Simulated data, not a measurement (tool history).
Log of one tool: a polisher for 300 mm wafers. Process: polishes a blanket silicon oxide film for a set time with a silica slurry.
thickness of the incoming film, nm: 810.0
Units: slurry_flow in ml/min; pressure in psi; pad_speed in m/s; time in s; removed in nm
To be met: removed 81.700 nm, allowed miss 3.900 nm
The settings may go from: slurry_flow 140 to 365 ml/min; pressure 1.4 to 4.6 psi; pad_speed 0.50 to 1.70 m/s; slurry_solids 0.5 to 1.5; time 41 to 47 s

| run | hour | slurry_flow | pressure | pad_speed | slurry_solids | time | removed |
|---|---|---|---|---|---|---|---|
| 1 | 0.0 | 235 | 3.0 | 1.10 | 1.0 | 47 | 102.620 |
| 2 | 1.6 | 265 | 3.0 | 1.10 | 1.0 | 47 | 103.930 |
| 3 | 9.5 | 265 | 2.8 | 1.10 | 1.0 | 47 | 96.757 |
| 4 | 18.2 | 265 | 3.2 | 1.10 | 1.0 | 47 | 111.030 |
| 5 | 24.7 | 225 | 3.2 | 1.10 | 1.0 | 47 | 108.830 |
| 6 | 31.2 | 225 | 3.2 | 0.94 | 1.0 | 47 | 96.833 |
| 7 | 38.5 | 225 | 3.0 | 0.94 | 1.0 | 47 | 90.256 |
| 8 | 42.6 | 225 | 3.0 | 0.94 | 1.0 | 47 | 89.805 |
| 9 | 47.3 | 225 | 2.9 | 0.94 | 1.0 | 47 | 88.655 |

Which of these 4 next moves meets every target?
| A | 52.0 | 245 | 2.8 | 0.94 | 0.9 | 41 | ? |
| B | 52.0 | 210 | 3.3 | 0.74 | 0.9 | 47 | ? |
| C | 52.0 | 210 | 3.2 | 0.94 | 0.9 | 46 | ? |
| D | 52.0 | 205 | 2.9 | 0.88 | 0.9 | 41 | ? |

| move | removed |
|---|---|
| A | 74.594 |
| B | 83.296 |
| C | 93.643 |
| D | 72.173 |
A: takes the result that was furthest off past its target
B: meets every target
C: further off than the last run
D: takes the result that was furthest off past its target
Move B is the one to make.

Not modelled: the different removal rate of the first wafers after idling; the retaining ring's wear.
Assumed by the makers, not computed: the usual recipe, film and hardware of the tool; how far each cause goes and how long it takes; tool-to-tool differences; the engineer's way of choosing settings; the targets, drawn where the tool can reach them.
